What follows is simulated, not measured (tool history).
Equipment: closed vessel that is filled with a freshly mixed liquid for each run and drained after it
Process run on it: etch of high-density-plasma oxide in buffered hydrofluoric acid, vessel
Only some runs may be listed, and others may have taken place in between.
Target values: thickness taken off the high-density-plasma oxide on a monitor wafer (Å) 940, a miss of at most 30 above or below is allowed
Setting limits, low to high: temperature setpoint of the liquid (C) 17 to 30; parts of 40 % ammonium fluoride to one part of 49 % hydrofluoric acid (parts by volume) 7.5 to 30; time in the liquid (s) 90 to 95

run  hour  temperature setpoint of the liquid (C)  parts of 40 % ammonium fluoride to one part of 49 % hydrofluoric acid (parts by volume)  time in the liquid (s)  thickness taken off the high-density-plasma oxide on a monitor wafer (Å)
  1     0                                      22                                                                                     20.5                      90                                                                    528.99
  2   7.1                                      24                                                                                     19.5                      90                                                                    620.27
  3   8.6                                      24                                                                                     21.5                      90                                                                       569
  4  10.7                                      24                                                                                       17                      90                                                                    700.58
  5  16.6                                      24                                                                                       21                      90                                                                    569.41
  6  19.4                                    25.5                                                                                       20                      90                                                                    644.88
  7    25                                    26.5                                                                                       19                      90                                                                    714.27
  8  29.2                                    27.5                                                                                     18.5                      90                                                                     783.8
  9  30.6                                      28                                                                                       18                      90                                                                    811.43
 10  31.7                                    28.5                                                                                     17.5                      90                                                                    851.35
 11  40.8                                      29                                                                                     17.5                      90                                                                    899.03

Of the 4 settings listed for the next run, only one would bring every result within its allowed miss of target. Which one?
  A  49.9                                      28                                                                                       17                      90                                                                         ?
  B  49.9                                    28.5                                                                                       18                      90                                                                         ?
  C  49.9                                    27.5                                                                                       15                      95                                                                         ?
  D  49.9                                    29.5                                                                                       18                      95                                                                         ?

move  thickness taken off the high-density-plasma oxide on a monitor wafer (Å)
   A                                                                    862.63
   B                                                                    837.49
   C                                                                    1002.6
   D                                                                    932.15
A: the biggest miss grows against the last run
B: the biggest miss grows against the last run
C: takes the biggest miss from the last run beyond its target
D: all results land within tolerance of their targets
Go with D: it meets all targets.
